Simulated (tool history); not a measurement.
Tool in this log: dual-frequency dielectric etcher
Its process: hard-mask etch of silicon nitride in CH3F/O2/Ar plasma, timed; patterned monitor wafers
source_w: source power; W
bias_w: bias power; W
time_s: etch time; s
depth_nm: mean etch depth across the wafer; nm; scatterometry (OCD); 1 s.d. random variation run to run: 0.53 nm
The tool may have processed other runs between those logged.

run	hour	source_w	bias_w	time_s	depth_nm
1	0	500	56	302	208.73
2	6.2	500	63	302	216.15
3	10	470	61	302	209.97
4	12.5	470	54	302	201.82
5	13.5	410	54	302	194.31
6	18.8	390	53	302	189.42

Estimate the outcome of run 7 from the log above:
7	22.7	380	53	302	?

{"run 7": {"depth_nm": 186.87}}

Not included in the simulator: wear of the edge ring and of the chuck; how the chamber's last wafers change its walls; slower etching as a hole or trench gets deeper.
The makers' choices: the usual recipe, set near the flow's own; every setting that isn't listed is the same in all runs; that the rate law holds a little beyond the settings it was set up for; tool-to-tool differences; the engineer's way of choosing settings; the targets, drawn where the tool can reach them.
